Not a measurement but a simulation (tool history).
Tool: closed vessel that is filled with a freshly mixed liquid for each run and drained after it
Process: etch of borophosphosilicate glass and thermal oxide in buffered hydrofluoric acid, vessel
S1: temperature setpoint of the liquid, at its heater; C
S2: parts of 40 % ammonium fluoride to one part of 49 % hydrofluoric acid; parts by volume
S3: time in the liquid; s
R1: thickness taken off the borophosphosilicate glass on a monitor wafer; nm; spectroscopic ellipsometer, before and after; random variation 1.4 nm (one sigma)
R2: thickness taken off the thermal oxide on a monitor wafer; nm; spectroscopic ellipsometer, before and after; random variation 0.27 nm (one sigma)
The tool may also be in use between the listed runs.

run 1 hour=0 | S1=24 S2=23.5 S3=60 | R1=59.17 R2=29.124
run 2 hour=2.5 | S1=24 S2=27.5 S3=60 | R1=53.281 R2=26.022
run 3 hour=11.1 | S1=26.5 S2=22 S3=65 | R1=76.223 R2=37.956
run 4 hour=14.1 | S1=28 S2=18 S3=65 | R1=97.562 R2=48.211
run 5 hour=16 | S1=28 S2=18 S3=80 | R1=121.16 R2=59.154
run 6 hour=19.4 | S1=24.5 S2=18 S3=80 | R1=100.83 R2=49.231
run 7 hour=20.7 | S1=26.5 S2=17.5 S3=80 | R1=115.27 R2=56.523
run 8 hour=22.1 | S1=28 S2=17.5 S3=80 | R1=124.64 R2=60.633
run 9 hour=28.5 | S1=29 S2=17 S3=80 | R1=137.41 R2=66.516
run 10 hour=33.7 | S1=29 S2=17 S3=80 | R1=135.65 R2=65.784
run 11 hour=42.1 | S1=30 S2=17 S3=80 | R1=144.03 R2=70.067

Estimate the outcome of run 12 from the log above:
run 12 hour=50.7 | S1=30.5 S2=17 S3=80 | R1=? R2=?

Run 12 measured R1 148 nm, R2 71.871 nm.
